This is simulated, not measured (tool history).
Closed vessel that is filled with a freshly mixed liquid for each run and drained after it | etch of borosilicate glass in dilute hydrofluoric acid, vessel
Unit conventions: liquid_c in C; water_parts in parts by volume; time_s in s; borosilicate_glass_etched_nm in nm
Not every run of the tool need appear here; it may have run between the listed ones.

{"run": 1, "day": 0.0, "liquid_c": 24, "water_parts": 225, "time_s": 85, "borosilicate_glass_etched_nm": 14.078}
{"run": 2, "day": 0.238, "liquid_c": 26.5, "water_parts": 225, "time_s": 85, "borosilicate_glass_etched_nm": 15.367}
{"run": 3, "day": 0.3, "liquid_c": 29.5, "water_parts": 225, "time_s": 85, "borosilicate_glass_etched_nm": 17.122}
{"run": 4, "day": 0.417, "liquid_c": 32, "water_parts": 225, "time_s": 85, "borosilicate_glass_etched_nm": 18.68}
{"run": 5, "day": 0.621, "liquid_c": 32, "water_parts": 225, "time_s": 85, "borosilicate_glass_etched_nm": 18.57}
{"run": 6, "day": 0.65, "liquid_c": 28, "water_parts": 225, "time_s": 85, "borosilicate_glass_etched_nm": 16.402}
{"run": 7, "day": 1.017, "liquid_c": 28, "water_parts": 225, "time_s": 85, "borosilicate_glass_etched_nm": 16.4}
{"run": 8, "day": 1.317, "liquid_c": 25, "water_parts": 225, "time_s": 85, "borosilicate_glass_etched_nm": 14.735}
{"run": 9, "day": 1.654, "liquid_c": 23, "water_parts": 225, "time_s": 85, "borosilicate_glass_etched_nm": 13.735}

Run 10 is up next; what results do you expect?
{"run": 10, "day": 1.796, "liquid_c": 23, "water_parts": 225, "time_s": 85, "borosilicate_glass_etched_nm": "?"}

borosilicate_glass_etched_nm: 13.8 nm
